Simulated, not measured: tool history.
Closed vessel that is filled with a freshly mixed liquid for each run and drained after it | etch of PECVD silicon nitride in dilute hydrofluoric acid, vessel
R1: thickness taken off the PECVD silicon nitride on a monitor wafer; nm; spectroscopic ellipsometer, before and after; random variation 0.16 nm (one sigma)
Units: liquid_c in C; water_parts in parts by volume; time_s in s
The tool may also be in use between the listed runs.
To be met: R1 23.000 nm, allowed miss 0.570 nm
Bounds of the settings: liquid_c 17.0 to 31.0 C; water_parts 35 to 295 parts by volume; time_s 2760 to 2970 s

Run 1, hour 0.0: liquid_c 23.0 C, water_parts 165 parts by volume, time_s 2760 s. Result: R1 35.517 nm.
Run 2, hour 0.9: liquid_c 23.0 C, water_parts 165 parts by volume, time_s 2760 s. Result: R1 35.606 nm.
Run 3, hour 2.9: liquid_c 22.0 C, water_parts 165 parts by volume, time_s 2760 s. Result: R1 33.258 nm.
Run 4, hour 8.7: liquid_c 21.0 C, water_parts 165 parts by volume, time_s 2760 s. Result: R1 31.408 nm.
Run 5, hour 14.0: liquid_c 20.0 C, water_parts 165 parts by volume, time_s 2760 s. Result: R1 29.138 nm.
Run 6, hour 18.4: liquid_c 19.5 C, water_parts 165 parts by volume, time_s 2760 s. Result: R1 28.467 nm.
Run 7, hour 19.1: liquid_c 19.0 C, water_parts 165 parts by volume, time_s 2760 s. Result: R1 27.093 nm.
Run 8, hour 27.2: liquid_c 18.5 C, water_parts 165 parts by volume, time_s 2760 s. Result: R1 26.408 nm.

Which of these 5 next moves meets every target?
Run A, hour 35.3: liquid_c 17.0 C, water_parts 190 parts by volume, time_s 2845 s. Result: R1 ?.
Run B, hour 35.3: liquid_c 17.0 C, water_parts 175 parts by volume, time_s 2835 s. Result: R1 ?.
Run C, hour 35.3: liquid_c 18.0 C, water_parts 160 parts by volume, time_s 2920 s. Result: R1 ?.
Run D, hour 35.3: liquid_c 22.5 C, water_parts 195 parts by volume, time_s 2900 s. Result: R1 ?.
Run E, hour 35.3: liquid_c 18.5 C, water_parts 180 parts by volume, time_s 2810 s. Result: R1 ?.

move      R1
   A  21.468
   B  23.150
   C  27.819
   D  30.668
   E  24.710
A: takes the result that was furthest off past its target
B: meets every target
C: further off than the last run
D: further off than the last run
E: nearer than the last run, and not there yet
Move B is the one to make.

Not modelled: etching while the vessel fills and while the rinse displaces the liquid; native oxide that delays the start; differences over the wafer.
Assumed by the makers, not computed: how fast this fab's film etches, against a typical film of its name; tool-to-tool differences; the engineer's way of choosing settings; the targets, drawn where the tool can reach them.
